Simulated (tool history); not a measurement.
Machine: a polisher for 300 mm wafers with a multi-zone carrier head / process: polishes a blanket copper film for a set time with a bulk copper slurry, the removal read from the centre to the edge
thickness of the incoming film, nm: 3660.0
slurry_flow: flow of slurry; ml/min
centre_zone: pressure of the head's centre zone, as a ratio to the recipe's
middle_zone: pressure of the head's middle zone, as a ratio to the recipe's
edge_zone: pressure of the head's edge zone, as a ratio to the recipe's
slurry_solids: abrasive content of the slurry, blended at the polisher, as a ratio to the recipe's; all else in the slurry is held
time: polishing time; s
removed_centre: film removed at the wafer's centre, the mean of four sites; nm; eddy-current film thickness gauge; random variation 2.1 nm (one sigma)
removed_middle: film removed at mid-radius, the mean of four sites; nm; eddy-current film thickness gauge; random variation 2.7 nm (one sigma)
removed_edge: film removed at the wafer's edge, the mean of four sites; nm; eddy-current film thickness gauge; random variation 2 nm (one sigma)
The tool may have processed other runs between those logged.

{"run": 1, "hour": 0.0, "slurry_flow": 200, "centre_zone": 1, "middle_zone": 1, "edge_zone": 1, "slurry_solids": 1, "time": 44, "removed_centre": 277.12, "removed_middle": 278.2, "removed_edge": 274.1}
{"run": 2, "hour": 1.6, "slurry_flow": 200, "centre_zone": 1, "middle_zone": 1, "edge_zone": 1, "slurry_solids": 1, "time": 37, "removed_centre": 233.47, "removed_middle": 232.93, "removed_edge": 230.06}
{"run": 3, "hour": 3.8, "slurry_flow": 215, "centre_zone": 0.99, "middle_zone": 1.04, "edge_zone": 1.03, "slurry_solids": 1.05, "time": 37, "removed_centre": 235.43, "removed_middle": 243.23, "removed_edge": 238.71}
{"run": 4, "hour": 11.0, "slurry_flow": 215, "centre_zone": 0.99, "middle_zone": 1.04, "edge_zone": 1.03, "slurry_solids": 1.05, "time": 31, "removed_centre": 191.95, "removed_middle": 205.86, "removed_edge": 200.59}
{"run": 5, "hour": 13.5, "slurry_flow": 225, "centre_zone": 1, "middle_zone": 1.08, "edge_zone": 1.05, "slurry_solids": 1.2, "time": 32, "removed_centre": 213.12, "removed_middle": 225.1, "removed_edge": 216.72}
{"run": 6, "hour": 14.9, "slurry_flow": 225, "centre_zone": 0.94, "middle_zone": 1.08, "edge_zone": 1.05, "slurry_solids": 1.2, "time": 32, "removed_centre": 201.5, "removed_middle": 225.45, "removed_edge": 212.62}
{"run": 7, "hour": 18.9, "slurry_flow": 235, "centre_zone": 0.94, "middle_zone": 1.11, "edge_zone": 1.08, "slurry_solids": 1.3, "time": 33, "removed_centre": 208.22, "removed_middle": 249.25, "removed_edge": 223.31}
{"run": 8, "hour": 23.4, "slurry_flow": 240, "centre_zone": 0.96, "middle_zone": 1.11, "edge_zone": 1.11, "slurry_solids": 1.35, "time": 34, "removed_centre": 220.98, "removed_middle": 252.28, "removed_edge": 240.7}

The next listed run, before its measurement:
{"run": 9, "hour": 31.4, "slurry_flow": 250, "centre_zone": 0.97, "middle_zone": 1.13, "edge_zone": 1.12, "slurry_solids": 1.4, "time": 34, "removed_centre": "?", "removed_middle": "?", "removed_edge": "?"}

removed_centre: 229.47 nm
removed_middle: 260.92 nm
removed_edge: 241 nm
